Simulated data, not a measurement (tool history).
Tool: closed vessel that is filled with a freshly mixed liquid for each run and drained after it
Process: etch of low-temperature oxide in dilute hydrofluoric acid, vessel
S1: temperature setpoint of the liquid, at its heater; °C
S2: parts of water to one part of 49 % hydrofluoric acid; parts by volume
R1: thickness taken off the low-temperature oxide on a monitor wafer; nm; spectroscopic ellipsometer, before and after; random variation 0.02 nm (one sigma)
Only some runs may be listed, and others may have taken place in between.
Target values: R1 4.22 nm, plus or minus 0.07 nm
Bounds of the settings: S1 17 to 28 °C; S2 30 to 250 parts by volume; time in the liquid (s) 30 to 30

run 1 hour=0 | S1=20 S2=140 time_in_the_liquid_(s)=30 | R1=3.457
run 2 hour=1.8 | S1=20 S2=140 time_in_the_liquid_(s)=30 | R1=3.4464
run 3 hour=3.6 | S1=21.5 S2=140 time_in_the_liquid_(s)=30 | R1=3.6553
run 4 hour=10.3 | S1=22.5 S2=140 time_in_the_liquid_(s)=30 | R1=3.8284
run 5 hour=12.5 | S1=22.5 S2=185 time_in_the_liquid_(s)=30 | R1=2.73
run 6 hour=18.5 | S1=24.5 S2=185 time_in_the_liquid_(s)=30 | R1=2.9765
run 7 hour=23 | S1=24.5 S2=185 time_in_the_liquid_(s)=30 | R1=2.968
run 8 hour=26.4 | S1=25.5 S2=180 time_in_the_liquid_(s)=30 | R1=3.146
run 9 hour=29 | S1=26 S2=170 time_in_the_liquid_(s)=30 | R1=3.4729
run 10 hour=31.5 | S1=26.5 S2=165 time_in_the_liquid_(s)=30 | R1=3.6461
run 11 hour=38.9 | S1=27 S2=160 time_in_the_liquid_(s)=30 | R1=3.8478
run 12 hour=42.2 | S1=27.5 S2=160 time_in_the_liquid_(s)=30 | R1=3.9142

Consider the 5 candidate settings below. Which is the only one whose results all fall within their allowed miss of target?
run A hour=45.5 | S1=28 S2=170 time_in_the_liquid_(s)=30 | R1=?
run B hour=45.5 | S1=28 S2=180 time_in_the_liquid_(s)=30 | R1=?
run C hour=45.5 | S1=27.5 S2=150 time_in_the_liquid_(s)=30 | R1=?
run D hour=45.5 | S1=26.5 S2=140 time_in_the_liquid_(s)=30 | R1=?
run E hour=45.5 | S1=24 S2=130 time_in_the_liquid_(s)=30 | R1=?

move=A R1=3.7378
move=B R1=3.4876
move=C R1=4.263
move=D R1=4.4552
move=E R1=4.4141
A: the biggest miss grows against the last run
B: the biggest miss grows against the last run
C: all results land within tolerance of their targets
D: takes the biggest miss from the last run beyond its target
E: takes the biggest miss from the last run beyond its target
Correct choice: C, which meets every target

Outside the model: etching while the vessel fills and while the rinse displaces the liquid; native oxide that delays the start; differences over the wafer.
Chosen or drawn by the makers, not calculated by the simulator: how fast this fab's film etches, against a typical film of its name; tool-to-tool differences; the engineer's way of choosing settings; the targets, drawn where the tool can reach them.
